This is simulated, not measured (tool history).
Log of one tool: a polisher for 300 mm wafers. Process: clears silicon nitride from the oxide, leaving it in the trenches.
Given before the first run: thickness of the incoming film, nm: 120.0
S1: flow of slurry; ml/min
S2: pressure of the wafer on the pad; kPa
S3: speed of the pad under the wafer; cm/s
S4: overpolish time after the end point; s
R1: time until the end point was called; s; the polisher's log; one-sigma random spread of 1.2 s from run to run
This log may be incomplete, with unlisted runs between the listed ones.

run 1 hour=0.0 | S1=165 S2=22.1 S3=96 S4=8 | R1=103.530
run 2 hour=1.6 | S1=165 S2=22.1 S3=96 S4=8 | R1=99.774
run 3 hour=5.5 | S1=165 S2=23.4 S3=96 S4=8 | R1=96.263
run 4 hour=14.3 | S1=165 S2=23.4 S3=112 S4=8 | R1=82.450
run 5 hour=21.3 | S1=165 S2=24.1 S3=112 S4=8 | R1=81.515
run 6 hour=30.1 | S1=165 S2=21.4 S3=112 S4=8 | R1=88.980
run 7 hour=32.9 | S1=165 S2=22.8 S3=112 S4=8 | R1=83.709

Forecast run 8:
run 8 hour=41.2 | S1=165 S2=23.4 S3=112 S4=8 | R1=?

{"run 8": {"R1": 83.594}}
